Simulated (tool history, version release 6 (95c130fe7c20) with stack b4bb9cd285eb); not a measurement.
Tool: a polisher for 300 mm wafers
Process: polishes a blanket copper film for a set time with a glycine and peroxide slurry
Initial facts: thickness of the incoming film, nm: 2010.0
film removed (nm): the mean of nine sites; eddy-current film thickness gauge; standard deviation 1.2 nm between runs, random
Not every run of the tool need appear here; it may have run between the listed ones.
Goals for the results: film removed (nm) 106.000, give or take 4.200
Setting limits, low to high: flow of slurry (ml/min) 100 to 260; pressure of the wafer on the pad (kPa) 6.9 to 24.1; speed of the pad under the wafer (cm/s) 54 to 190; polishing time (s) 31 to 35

| run | hour | flow of slurry (ml/min) | pressure of the wafer on the pad (kPa) | speed of the pad under the wafer (cm/s) | polishing time (s) | film removed (nm) |
|---|---|---|---|---|---|---|
| 1 | 0.0 | 165 | 15.2 | 122 | 35 | 180.760 |
| 2 | 2.7 | 165 | 13.1 | 120 | 35 | 160.840 |
| 3 | 8.9 | 165 | 11.7 | 118 | 35 | 145.870 |
| 4 | 11.9 | 165 | 13.1 | 118 | 35 | 159.500 |
| 5 | 20.2 | 165 | 11.7 | 116 | 35 | 145.340 |
| 6 | 28.7 | 165 | 14.5 | 116 | 35 | 170.770 |
| 7 | 32.5 | 165 | 13.1 | 114 | 35 | 155.730 |
| 8 | 36.5 | 165 | 11.7 | 112 | 35 | 141.710 |
| 9 | 38.3 | 165 | 11.7 | 112 | 35 | 142.160 |
| 10 | 45.0 | 165 | 10.3 | 112 | 35 | 129.390 |
| 11 | 53.9 | 155 | 6.9 | 110 | 35 | 96.782 |
| 12 | 58.4 | 160 | 6.9 | 110 | 35 | 96.711 |
| 13 | 62.4 | 165 | 6.9 | 110 | 35 | 96.826 |
| 14 | 70.0 | 165 | 6.9 | 110 | 35 | 97.382 |

Exactly one of the 5 candidate moves below puts every result within its allowed miss. Which one?
| A | 77.6 | 160 | 7.6 | 102 | 34 | ? |
| B | 77.6 | 175 | 9.0 | 102 | 34 | ? |
| C | 77.6 | 150 | 8.3 | 94 | 34 | ? |
| D | 77.6 | 150 | 7.6 | 106 | 35 | ? |
| E | 77.6 | 160 | 10.3 | 98 | 34 | ? |

| move | film removed (nm) |
|---|---|
| A | 94.376 |
| B | 105.720 |
| C | 93.584 |
| D | 99.002 |
| E | 111.830 |
A: the biggest miss grows against the last run
B: every result within its allowed miss
C: the biggest miss grows against the last run
D: nearer than the last run, and not there yet
E: carries the result that was furthest off beyond its target, to the other side
Answer: B
